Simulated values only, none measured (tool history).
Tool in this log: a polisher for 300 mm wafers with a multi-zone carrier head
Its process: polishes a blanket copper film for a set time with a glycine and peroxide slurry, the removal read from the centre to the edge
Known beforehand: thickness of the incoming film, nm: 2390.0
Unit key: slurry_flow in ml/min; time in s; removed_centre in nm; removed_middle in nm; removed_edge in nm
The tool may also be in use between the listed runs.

run	hour	slurry_flow	centre_zone	middle_zone	edge_zone	time	removed_centre	removed_middle	removed_edge
1	0.0	255	1.00	1.00	1.00	38	150.91	146.72	152.14
2	2.6	255	1.00	0.96	1.00	38	153.47	144.40	153.02
3	5.5	255	0.92	0.96	1.00	38	138.62	145.49	151.64
4	8.5	255	0.84	0.96	1.00	38	125.15	141.61	152.54
5	15.7	255	0.85	0.94	1.00	38	129.64	143.01	154.96
6	19.9	295	0.85	0.94	1.00	38	133.27	143.33	153.61
7	26.2	295	0.86	0.93	1.00	37	130.65	141.04	150.35
8	34.5	290	0.87	0.92	1.00	36	127.46	133.58	144.37

The next listed run, before its measurement:
9	41.1	290	0.88	0.91	1.00	36	?	?	?

removed_centre: 127.55 nm
removed_middle: 135.01 nm
removed_edge: 143.39 nm

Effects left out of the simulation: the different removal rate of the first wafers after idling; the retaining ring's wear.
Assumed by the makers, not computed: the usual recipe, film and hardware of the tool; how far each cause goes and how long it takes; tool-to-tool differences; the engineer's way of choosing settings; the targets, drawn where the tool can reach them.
